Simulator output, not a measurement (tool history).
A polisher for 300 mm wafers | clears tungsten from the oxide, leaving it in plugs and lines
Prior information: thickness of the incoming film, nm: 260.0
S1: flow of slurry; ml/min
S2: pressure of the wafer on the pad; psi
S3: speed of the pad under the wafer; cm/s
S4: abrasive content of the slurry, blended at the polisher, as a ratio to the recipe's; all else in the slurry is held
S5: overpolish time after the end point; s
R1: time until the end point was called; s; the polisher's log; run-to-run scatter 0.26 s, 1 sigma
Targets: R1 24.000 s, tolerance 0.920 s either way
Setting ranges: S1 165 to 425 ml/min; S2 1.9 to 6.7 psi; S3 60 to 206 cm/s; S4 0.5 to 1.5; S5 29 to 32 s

{"run": 1, "hour": 0.0, "S1": 275, "S2": 4.3, "S3": 132, "S4": 1.0, "S5": 29, "R1": 37.637}
{"run": 2, "hour": 5.5, "S1": 275, "S2": 4.6, "S3": 132, "S4": 1.0, "S5": 29, "R1": 35.431}
{"run": 3, "hour": 10.5, "S1": 315, "S2": 4.6, "S3": 132, "S4": 1.0, "S5": 29, "R1": 35.877}
{"run": 4, "hour": 14.1, "S1": 315, "S2": 4.6, "S3": 132, "S4": 0.9, "S5": 29, "R1": 36.403}
{"run": 5, "hour": 20.2, "S1": 315, "S2": 4.6, "S3": 132, "S4": 1.0, "S5": 29, "R1": 35.844}
{"run": 6, "hour": 25.4, "S1": 315, "S2": 4.6, "S3": 120, "S4": 1.0, "S5": 29, "R1": 38.455}
{"run": 7, "hour": 34.4, "S1": 315, "S2": 5.0, "S3": 120, "S4": 1.0, "S5": 29, "R1": 35.571}
{"run": 8, "hour": 38.2, "S1": 315, "S2": 5.3, "S3": 122, "S4": 1.0, "S5": 29, "R1": 33.448}
{"run": 9, "hour": 46.3, "S1": 315, "S2": 5.5, "S3": 124, "S4": 1.0, "S5": 29, "R1": 31.139}
{"run": 10, "hour": 47.2, "S1": 315, "S2": 5.7, "S3": 124, "S4": 1.0, "S5": 29, "R1": 29.733}
{"run": 11, "hour": 48.3, "S1": 315, "S2": 5.9, "S3": 124, "S4": 1.0, "S5": 29, "R1": 28.987}
{"run": 12, "hour": 56.2, "S1": 315, "S2": 6.0, "S3": 124, "S4": 1.0, "S5": 29, "R1": 28.92}
{"run": 13, "hour": 63.8, "S1": 315, "S2": 6.1, "S3": 126, "S4": 1.0, "S5": 29, "R1": 27.847}
{"hour": 67.2, "done": "head pressure recalibrated"}
{"run": 14, "hour": 67.2, "S1": 315, "S2": 6.2, "S3": 128, "S4": 1.0, "S5": 29, "R1": 30.343}
{"run": 15, "hour": 70.1, "S1": 335, "S2": 6.3, "S3": 138, "S4": 1.1, "S5": 29, "R1": 27.424}
{"run": 16, "hour": 71.7, "S1": 335, "S2": 6.4, "S3": 142, "S4": 1.1, "S5": 29, "R1": 26.479}
{"run": 17, "hour": 80.2, "S1": 335, "S2": 6.5, "S3": 144, "S4": 1.1, "S5": 29, "R1": 24.988}
{"run": 18, "hour": 84.5, "S1": 335, "S2": 6.6, "S3": 146, "S4": 1.1, "S5": 29, "R1": 25.018}
{"run": 19, "hour": 87.0, "S1": 335, "S2": 6.6, "S3": 146, "S4": 1.1, "S5": 29, "R1": 25.052}

5 candidate next runs follow, results not yet known. Just one meets every target within its allowed miss. Identify it.
{"run": "A", "hour": 89.5, "S1": 370, "S2": 6.1, "S3": 152, "S4": 0.9, "S5": 32, "R1": "?"}
{"run": "B", "hour": 89.5, "S1": 305, "S2": 6.3, "S3": 146, "S4": 1.1, "S5": 29, "R1": "?"}
{"run": "C", "hour": 89.5, "S1": 350, "S2": 6.2, "S3": 142, "S4": 1.1, "S5": 30, "R1": "?"}
{"run": "D", "hour": 89.5, "S1": 345, "S2": 6.7, "S3": 148, "S4": 1.1, "S5": 29, "R1": "?"}
{"run": "E", "hour": 89.5, "S1": 315, "S2": 6.4, "S3": 142, "S4": 1.2, "S5": 29, "R1": "?"}

move=A R1=26.301
move=B R1=25.978
move=C R1=26.648
move=D R1=23.932
move=E R1=25.719
A: misses by more than the last run did
B: misses by more than the last run did
C: misses by more than the last run did
D: every result within its allowed miss
E: misses by more than the last run did
The right move is D.
